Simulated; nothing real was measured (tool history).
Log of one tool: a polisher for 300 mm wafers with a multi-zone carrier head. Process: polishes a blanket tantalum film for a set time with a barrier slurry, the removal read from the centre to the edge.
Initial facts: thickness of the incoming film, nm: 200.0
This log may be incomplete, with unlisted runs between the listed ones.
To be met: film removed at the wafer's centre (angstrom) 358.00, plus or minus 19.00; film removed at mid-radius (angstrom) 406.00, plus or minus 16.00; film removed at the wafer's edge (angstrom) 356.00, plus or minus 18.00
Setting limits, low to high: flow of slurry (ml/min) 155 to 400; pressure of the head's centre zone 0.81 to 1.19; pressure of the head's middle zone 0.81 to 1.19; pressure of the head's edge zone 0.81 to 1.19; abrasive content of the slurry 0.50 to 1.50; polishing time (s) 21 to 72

run  hour  flow of slurry (ml/min)  pressure of the head's centre zone  pressure of the head's middle zone  pressure of the head's edge zone  abrasive content of the slurry  polishing time (s)  film removed at the wafer's centre (angstrom)  film removed at mid-radius (angstrom)  film removed at the wafer's edge (angstrom)
  1   0.0                      255                                1.00                                1.00                              1.00                            1.00                  46                                         712.17                                 702.63                                       717.15
  2   2.7                      255                                1.00                                1.03                              1.00                            1.00                  46                                         728.40                                 706.23                                       721.98
  3   8.2                      255                                0.98                                1.05                              0.97                            0.95                  42                                         648.31                                 645.15                                       627.18
  4  13.0                      250                                0.95                                1.05                              0.96                            0.90                  40                                         565.81                                 612.45                                       570.26
  5  16.7                      250                                0.95                                1.05                              0.92                            0.90                  40                                         567.95                                 614.76                                       582.14
  6  22.3                      250                                0.95                                1.10                              0.92                            0.90                  40                                         571.02                                 629.15                                       561.89
  7  24.4                      250                                0.95                                1.10                              0.92                            0.90                  40                                         575.03                                 638.68                                       570.59
  8  28.8                      250                                0.95                                1.09                              0.92                            0.85                  38                                         524.83                                 577.99                                       528.58
  9  31.7                      250                                0.95                                1.10                              0.91                            0.80                  36                                         492.03                                 541.96                                       493.64
 10  34.7                      250                                0.95                                1.11                              0.90                            0.75                  35                                         451.12                                 518.63                                       453.69
 11  35.8                      250                                0.96                                1.11                              0.90                            0.70                  34                                         433.85                                 477.92                                       429.51
 12  43.3                      250                                0.96                                1.11                              0.90                            0.65                  34                                         413.37                                 460.61                                       408.89

Consider the 5 candidate settings below. Which is the only one whose results all fall within their allowed miss of target?
  A  50.8                      165                                1.10                                1.04                              1.10                            0.80                  28                                              ?                                      ?                                            ?
  B  50.8                      235                                1.04                                1.05                              0.95                            0.65                  32                                              ?                                      ?                                            ?
  C  50.8                      280                                0.92                                1.08                              0.83                            0.90                  26                                              ?                                      ?                                            ?
  D  50.8                      230                                1.03                                0.88                              0.99                            0.60                  34                                              ?                                      ?                                            ?
  E  50.8                      240                                0.83                                1.11                              0.93                            0.50                  41                                              ?                                      ?                                            ?

move  film removed at the wafer's centre (angstrom)  film removed at mid-radius (angstrom)  film removed at the wafer's edge (angstrom)
   A                                         403.19                                 373.23                                       395.97
   B                                         418.69                                 410.72                                       395.67
   C                                         360.93                                 409.64                                       359.91
   D                                         417.34                                 357.01                                       408.00
   E                                         356.77                                 460.88                                       418.10
A: takes the result that was furthest off past its target
B: meets the target for the result that was furthest off, but another lies outside its allowed miss
C: every result within its allowed miss
D: takes the result that was furthest off past its target
E: no nearer and no further than the last run
Answer: C

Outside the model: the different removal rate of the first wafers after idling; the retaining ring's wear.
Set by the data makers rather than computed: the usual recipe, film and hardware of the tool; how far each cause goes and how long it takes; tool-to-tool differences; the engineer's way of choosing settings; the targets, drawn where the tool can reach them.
